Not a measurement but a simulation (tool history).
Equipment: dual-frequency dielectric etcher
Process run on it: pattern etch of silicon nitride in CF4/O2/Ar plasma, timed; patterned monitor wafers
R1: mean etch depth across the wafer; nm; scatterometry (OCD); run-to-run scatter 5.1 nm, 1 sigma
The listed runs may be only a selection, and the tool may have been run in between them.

run 1 day=0 | source_power_(kW)=0.74 bias_power_(kW)=0.045 Ar_flow_(sccm)=88 CF4_flow_(sccm)=83 etch_time_(s)=425 | R1=1084.6
run 2 day=0.162 | source_power_(kW)=0.7 bias_power_(kW)=0.045 Ar_flow_(sccm)=88 CF4_flow_(sccm)=83 etch_time_(s)=425 | R1=1016.5
run 3 day=0.354 | source_power_(kW)=0.68 bias_power_(kW)=0.045 Ar_flow_(sccm)=88 CF4_flow_(sccm)=83 etch_time_(s)=425 | R1=981.91
run 4 day=0.421 | source_power_(kW)=0.8 bias_power_(kW)=0.045 Ar_flow_(sccm)=88 CF4_flow_(sccm)=83 etch_time_(s)=425 | R1=1175.9
run 5 day=0.667 | source_power_(kW)=0.75 bias_power_(kW)=0.045 Ar_flow_(sccm)=88 CF4_flow_(sccm)=83 etch_time_(s)=425 | R1=1091.7
run 6 day=0.892 | source_power_(kW)=0.75 bias_power_(kW)=0.045 Ar_flow_(sccm)=88 CF4_flow_(sccm)=83 etch_time_(s)=425 | R1=1097.8
run 7 day=1.054 | source_power_(kW)=0.72 bias_power_(kW)=0.045 Ar_flow_(sccm)=88 CF4_flow_(sccm)=83 etch_time_(s)=425 | R1=1060.7
run 8 day=1.142 | source_power_(kW)=0.69 bias_power_(kW)=0.045 Ar_flow_(sccm)=88 CF4_flow_(sccm)=83 etch_time_(s)=425 | R1=995.17
run 9 day=1.442 | source_power_(kW)=0.67 bias_power_(kW)=0.045 Ar_flow_(sccm)=88 CF4_flow_(sccm)=83 etch_time_(s)=425 | R1=973.27

Run 10 has not been measured yet. What should we expect?
run 10 day=1.746 | source_power_(kW)=0.66 bias_power_(kW)=0.045 Ar_flow_(sccm)=88 CF4_flow_(sccm)=83 etch_time_(s)=425 | R1=?

R1: 960.67 nm

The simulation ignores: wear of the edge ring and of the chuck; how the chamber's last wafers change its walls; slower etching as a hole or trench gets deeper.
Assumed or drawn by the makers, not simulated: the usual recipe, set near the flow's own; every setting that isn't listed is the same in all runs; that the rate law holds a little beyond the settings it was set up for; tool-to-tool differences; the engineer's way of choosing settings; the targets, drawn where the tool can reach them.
